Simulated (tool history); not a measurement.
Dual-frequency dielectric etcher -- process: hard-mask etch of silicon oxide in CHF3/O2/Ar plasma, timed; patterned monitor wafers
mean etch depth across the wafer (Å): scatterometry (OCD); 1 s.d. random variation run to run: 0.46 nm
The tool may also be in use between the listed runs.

run	hour	source power (kW)	bias power (kW)	etch time (s)	mean etch depth across the wafer (Å)
1	0.0	0.880	0.147	36.5	725.26
2	8.8	0.830	0.144	36.5	710.94
3	16.1	0.830	0.153	36.5	724.46
4	22.0	0.770	0.153	36.5	698.73
5	28.6	0.740	0.152	36.5	693.17
6	32.1	0.740	0.177	36.5	735.35
7	37.5	0.690	0.173	36.5	713.63

Estimate the outcome of run 8 from the log above:
8	44.1	0.650	0.170	36.5	?

mean etch depth across the wafer (Å): 686.56
